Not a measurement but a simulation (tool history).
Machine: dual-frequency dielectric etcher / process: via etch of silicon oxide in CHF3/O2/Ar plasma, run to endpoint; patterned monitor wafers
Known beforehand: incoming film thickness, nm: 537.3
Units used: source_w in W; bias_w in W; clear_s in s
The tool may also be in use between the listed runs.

run 1 day=0.000 | source_w=840 bias_w=234 | clear_s=204.52
run 2 day=0.133 | source_w=760 bias_w=219 | clear_s=217.35
run 3 day=0.467 | source_w=760 bias_w=195 | clear_s=225.96
run 4 day=0.762 | source_w=710 bias_w=190 | clear_s=234.54
run 5 day=0.971 | source_w=710 bias_w=172 | clear_s=242.56
run 6 day=1.017 | source_w=830 bias_w=172 | clear_s=228.00

Run 7, settings as shown, results not yet in. Your forecast:
run 7 day=1.221 | source_w=780 bias_w=168 | clear_s=?

Logged for run 7: clear_s 236.22 s.

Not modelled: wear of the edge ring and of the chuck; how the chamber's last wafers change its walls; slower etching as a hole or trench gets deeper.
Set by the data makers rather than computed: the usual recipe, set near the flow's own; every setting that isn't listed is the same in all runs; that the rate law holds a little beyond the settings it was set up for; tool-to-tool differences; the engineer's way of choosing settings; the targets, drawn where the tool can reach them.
